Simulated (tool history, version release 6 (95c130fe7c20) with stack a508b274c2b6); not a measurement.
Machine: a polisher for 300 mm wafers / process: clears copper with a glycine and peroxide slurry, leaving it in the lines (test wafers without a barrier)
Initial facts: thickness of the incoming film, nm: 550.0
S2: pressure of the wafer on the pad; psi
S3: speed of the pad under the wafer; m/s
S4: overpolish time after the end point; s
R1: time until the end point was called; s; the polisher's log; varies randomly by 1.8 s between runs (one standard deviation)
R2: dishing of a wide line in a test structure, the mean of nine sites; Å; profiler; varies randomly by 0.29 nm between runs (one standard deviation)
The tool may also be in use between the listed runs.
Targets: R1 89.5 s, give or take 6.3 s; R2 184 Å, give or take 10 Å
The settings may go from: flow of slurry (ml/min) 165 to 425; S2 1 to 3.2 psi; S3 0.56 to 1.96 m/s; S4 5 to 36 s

{"run": 1, "hour": 0.0, "flow of slurry (ml/min)": 275, "S2": 2.1, "S3": 1.26, "S4": 18, "R1": 114.32, "R2": 299.3}
{"run": 2, "hour": 5.6, "flow of slurry (ml/min)": 345, "S2": 2.1, "S3": 1.26, "S4": 18, "R1": 113.72, "R2": 289.66}
{"run": 3, "hour": 8.7, "flow of slurry (ml/min)": 345, "S2": 2.4, "S3": 1.26, "S4": 18, "R1": 102.84, "R2": 304.04}
{"run": 4, "hour": 16.2, "flow of slurry (ml/min)": 355, "S2": 2.3, "S3": 1.34, "S4": 17, "R1": 100.04, "R2": 285.24}
{"run": 5, "hour": 24.6, "flow of slurry (ml/min)": 310, "S2": 2.3, "S3": 1.34, "S4": 17, "R1": 100.92, "R2": 295.71}
{"run": 6, "hour": 26.3, "flow of slurry (ml/min)": 310, "S2": 2.3, "S3": 1.64, "S4": 17, "R1": 85.306, "R2": 286.51}
{"run": 7, "hour": 29.7, "flow of slurry (ml/min)": 325, "S2": 2.2, "S3": 1.68, "S4": 16, "R1": 84.999, "R2": 284.51}
{"hour": 33.4, "done": "worn pad replaced by a new one"}
{"run": 8, "hour": 33.4, "flow of slurry (ml/min)": 335, "S2": 2.1, "S3": 1.72, "S4": 15, "R1": 81.294, "R2": 296.99}
{"run": 9, "hour": 37.7, "flow of slurry (ml/min)": 260, "S2": 2.7, "S3": 1.36, "S4": 6, "R1": 85.9, "R2": 216.38}
{"run": 10, "hour": 43.5, "flow of slurry (ml/min)": 250, "S2": 2.8, "S3": 1.32, "S4": 6, "R1": 84.847, "R2": 212.82}
{"run": 11, "hour": 47.0, "flow of slurry (ml/min)": 240, "S2": 2.8, "S3": 1.28, "S4": 6, "R1": 88.009, "R2": 204.72}

4 candidate next runs follow, results not yet known. Just one meets every target within its allowed miss. Identify it.
{"run": "A", "hour": 50.5, "flow of slurry (ml/min)": 335, "S2": 2.8, "S3": 1.2, "S4": 10, "R1": "?", "R2": "?"}
{"run": "B", "hour": 50.5, "flow of slurry (ml/min)": 220, "S2": 3.2, "S3": 1.14, "S4": 5, "R1": "?", "R2": "?"}
{"run": "C", "hour": 50.5, "flow of slurry (ml/min)": 280, "S2": 2.9, "S3": 1.22, "S4": 6, "R1": "?", "R2": "?"}
{"run": "D", "hour": 50.5, "flow of slurry (ml/min)": 175, "S2": 2.9, "S3": 1.24, "S4": 9, "R1": "?", "R2": "?"}

move=A R1=91.658 R2=259.58
move=B R1=91.084 R2=184
move=C R1=89.711 R2=206.53
move=D R1=94.541 R2=244.96
A: further off than the last run
B: all results in spec
C: further off than the last run
D: further off than the last run
The right move is B.
